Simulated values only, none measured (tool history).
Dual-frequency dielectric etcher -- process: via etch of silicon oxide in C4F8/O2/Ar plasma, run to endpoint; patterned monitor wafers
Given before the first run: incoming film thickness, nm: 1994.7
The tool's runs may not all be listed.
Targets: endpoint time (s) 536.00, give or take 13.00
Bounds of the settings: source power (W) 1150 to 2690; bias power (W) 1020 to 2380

run  hour  source power (W)  bias power (W)  endpoint time (s)
  1   0.0              1920            1700             421.42
  2   5.4              1700            1563             463.51
  3  10.8              1490            1563             501.07
  4  15.7              1440            1555             512.97
  5  18.2              1410            1550             515.43
  6  19.9              1410            1662             501.79
  7  22.6              1360            1654             521.94
  8  24.4              1340            1651             520.97

Next run, 5 choices. One meets every target within its allowed miss, the rest don't. Which?
  A  26.2              1600            1396                  ?
  B  26.2              1320            1598                  ?
  C  26.2              1390            1629                  ?
  D  26.2              1350            1777                  ?
  E  26.2              1480            1550                  ?

move  endpoint time (s)
   A             502.42
   B             535.59
   C             516.26
   D             509.57
   E             506.63
A: lands further from the targets than the last run did
B: all results in spec
C: lands further from the targets than the last run did
D: lands further from the targets than the last run did
E: lands further from the targets than the last run did
The right move is B.
